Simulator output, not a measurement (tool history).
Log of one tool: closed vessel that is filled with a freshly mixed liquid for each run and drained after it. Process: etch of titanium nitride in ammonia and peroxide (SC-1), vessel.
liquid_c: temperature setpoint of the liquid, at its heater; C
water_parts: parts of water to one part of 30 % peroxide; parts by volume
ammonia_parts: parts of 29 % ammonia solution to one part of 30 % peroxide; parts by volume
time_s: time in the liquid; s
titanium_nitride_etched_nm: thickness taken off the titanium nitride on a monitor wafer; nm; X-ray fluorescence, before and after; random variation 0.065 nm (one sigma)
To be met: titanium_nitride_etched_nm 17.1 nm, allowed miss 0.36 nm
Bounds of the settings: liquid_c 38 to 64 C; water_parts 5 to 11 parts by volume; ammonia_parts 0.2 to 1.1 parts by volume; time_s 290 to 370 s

Run 1, hour 0: liquid_c 48 C, water_parts 6 parts by volume, ammonia_parts 0.6 parts by volume, time_s 370 s. Result: titanium_nitride_etched_nm 33.088 nm.
Run 2, hour 9.4: liquid_c 53.5 C, water_parts 6 parts by volume, ammonia_parts 0.6 parts by volume, time_s 370 s. Result: titanium_nitride_etched_nm 49.04 nm.
Run 3, hour 12.5: liquid_c 50.5 C, water_parts 6 parts by volume, ammonia_parts 0.6 parts by volume, time_s 370 s. Result: titanium_nitride_etched_nm 39.751 nm.
Run 4, hour 19.3: liquid_c 55 C, water_parts 6 parts by volume, ammonia_parts 0.6 parts by volume, time_s 370 s. Result: titanium_nitride_etched_nm 54.38 nm.
Run 5, hour 26.4: liquid_c 52 C, water_parts 6 parts by volume, ammonia_parts 0.6 parts by volume, time_s 370 s. Result: titanium_nitride_etched_nm 43.904 nm.
Run 6, hour 34.1: liquid_c 52 C, water_parts 5 parts by volume, ammonia_parts 0.6 parts by volume, time_s 370 s. Result: titanium_nitride_etched_nm 48.079 nm.
Run 7, hour 43.1: liquid_c 44 C, water_parts 5.5 parts by volume, ammonia_parts 0.6 parts by volume, time_s 370 s. Result: titanium_nitride_etched_nm 26.169 nm.
Run 8, hour 46.2: liquid_c 43 C, water_parts 5.5 parts by volume, ammonia_parts 0.6 parts by volume, time_s 370 s. Result: titanium_nitride_etched_nm 24.257 nm.
Run 9, hour 51.8: liquid_c 42 C, water_parts 5.5 parts by volume, ammonia_parts 0.6 parts by volume, time_s 370 s. Result: titanium_nitride_etched_nm 22.591 nm.
Run 10, hour 54.7: liquid_c 41.5 C, water_parts 5.5 parts by volume, ammonia_parts 0.6 parts by volume, time_s 370 s. Result: titanium_nitride_etched_nm 21.689 nm.

4 next moves are on the table. One of them brings every result within its allowed miss. Which?
Run A, hour 57.6: liquid_c 40.5 C, water_parts 6.5 parts by volume, ammonia_parts 0.75 parts by volume, time_s 345 s. Result: titanium_nitride_etched_nm ?.
Run B, hour 57.6: liquid_c 38.5 C, water_parts 5 parts by volume, ammonia_parts 0.85 parts by volume, time_s 350 s. Result: titanium_nitride_etched_nm ?.
Run C, hour 57.6: liquid_c 39.5 C, water_parts 5 parts by volume, ammonia_parts 0.6 parts by volume, time_s 325 s. Result: titanium_nitride_etched_nm ?.
Run D, hour 57.6: liquid_c 39.5 C, water_parts 5 parts by volume, ammonia_parts 0.85 parts by volume, time_s 325 s. Result: titanium_nitride_etched_nm ?.

move  titanium_nitride_etched_nm
   A                      18.063
   B                      18.102
   C                      17.274
   D                      18.112
A: nearer than the last run, and not there yet
B: nearer than the last run, and not there yet
C: meets every target
D: nearer than the last run, and not there yet
Answer: C

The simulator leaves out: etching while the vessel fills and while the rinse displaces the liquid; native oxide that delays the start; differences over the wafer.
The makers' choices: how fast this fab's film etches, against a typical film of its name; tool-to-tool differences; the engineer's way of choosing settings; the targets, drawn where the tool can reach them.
